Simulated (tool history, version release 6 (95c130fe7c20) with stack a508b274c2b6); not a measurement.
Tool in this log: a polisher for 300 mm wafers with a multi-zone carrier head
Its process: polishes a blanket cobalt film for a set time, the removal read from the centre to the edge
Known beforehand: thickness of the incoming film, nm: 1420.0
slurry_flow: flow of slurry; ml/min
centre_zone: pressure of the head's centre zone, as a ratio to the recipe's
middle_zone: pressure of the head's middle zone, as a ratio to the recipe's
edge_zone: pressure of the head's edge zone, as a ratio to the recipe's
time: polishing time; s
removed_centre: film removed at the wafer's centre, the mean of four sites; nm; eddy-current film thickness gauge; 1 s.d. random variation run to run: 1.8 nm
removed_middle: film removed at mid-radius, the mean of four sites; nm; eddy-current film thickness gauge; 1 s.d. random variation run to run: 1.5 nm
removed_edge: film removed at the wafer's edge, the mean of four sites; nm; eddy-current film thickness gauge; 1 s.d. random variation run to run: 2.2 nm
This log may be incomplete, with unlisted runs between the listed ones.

Run 1, hour 0: slurry_flow 280 ml/min, centre_zone 1, middle_zone 1, edge_zone 1, time 61 s. Result: removed_centre 261.17 nm, removed_middle 267.11 nm, removed_edge 257.47 nm.
Run 2, hour 8.9: slurry_flow 325 ml/min, centre_zone 1, middle_zone 1, edge_zone 1, time 61 s. Result: removed_centre 269.42 nm, removed_middle 270.22 nm, removed_edge 263.95 nm.
Run 3, hour 11.1: slurry_flow 325 ml/min, centre_zone 0.92, middle_zone 1, edge_zone 1, time 61 s. Result: removed_centre 249.34 nm, removed_middle 270.84 nm, removed_edge 269.63 nm.
Run 4, hour 18.3: slurry_flow 325 ml/min, centre_zone 0.92, middle_zone 1.08, edge_zone 1, time 61 s. Result: removed_centre 252.95 nm, removed_middle 284.83 nm, removed_edge 262.07 nm.
Run 5, hour 20: slurry_flow 310 ml/min, centre_zone 0.92, middle_zone 1.06, edge_zone 0.98, time 58 s. Result: removed_centre 240.3 nm, removed_middle 268.89 nm, removed_edge 242.3 nm.
Run 6, hour 21.8: slurry_flow 310 ml/min, centre_zone 0.86, middle_zone 1.06, edge_zone 0.98, time 58 s. Result: removed_centre 225.92 nm, removed_middle 269.08 nm, removed_edge 247.2 nm.
Run 7, hour 22.7: slurry_flow 300 ml/min, centre_zone 0.86, middle_zone 1.04, edge_zone 0.96, time 56 s. Result: removed_centre 220.46 nm, removed_middle 255.58 nm, removed_edge 231.23 nm.
Run 8, hour 31.5: slurry_flow 290 ml/min, centre_zone 0.85, middle_zone 1.02, edge_zone 0.95, time 55 s. Result: removed_centre 208.21 nm, removed_middle 246.2 nm, removed_edge 230.53 nm.
Run 9, hour 33.6: slurry_flow 280 ml/min, centre_zone 0.86, middle_zone 1.01, edge_zone 0.93, time 54 s. Result: removed_centre 212.59 nm, removed_middle 237.39 nm, removed_edge 221.97 nm.
Run 10, hour 36: slurry_flow 270 ml/min, centre_zone 0.85, middle_zone 1, edge_zone 0.92, time 53 s. Result: removed_centre 205.19 nm, removed_middle 231.78 nm, removed_edge 218.41 nm.
Run 11, hour 44.8: slurry_flow 265 ml/min, centre_zone 0.84, middle_zone 0.99, edge_zone 0.91, time 52 s. Result: removed_centre 194.13 nm, removed_middle 225.26 nm, removed_edge 216.16 nm.
Run 12, hour 50.7: slurry_flow 260 ml/min, centre_zone 0.84, middle_zone 0.99, edge_zone 0.9, time 51 s. Result: removed_centre 188.89 nm, removed_middle 219.27 nm, removed_edge 209.13 nm.
Run 13, hour 55.6: slurry_flow 255 ml/min, centre_zone 0.85, middle_zone 0.99, edge_zone 0.88, time 51 s. Result: removed_centre 190.54 nm, removed_middle 222.25 nm, removed_edge 203.92 nm.
Run 14, hour 58.2: slurry_flow 250 ml/min, centre_zone 0.86, middle_zone 0.98, edge_zone 0.87, time 51 s. Result: removed_centre 191.77 nm, removed_middle 219.95 nm, removed_edge 206.86 nm.

Forecast run 15:
Run 15, hour 63.2: slurry_flow 245 ml/min, centre_zone 0.87, middle_zone 0.98, edge_zone 0.86, time 50 s. Result: removed_centre ?, removed_middle ?, removed_edge ?.

{"run 15": {"removed_centre": 192.53, "removed_middle": 213.21, "removed_edge": 200.9}}
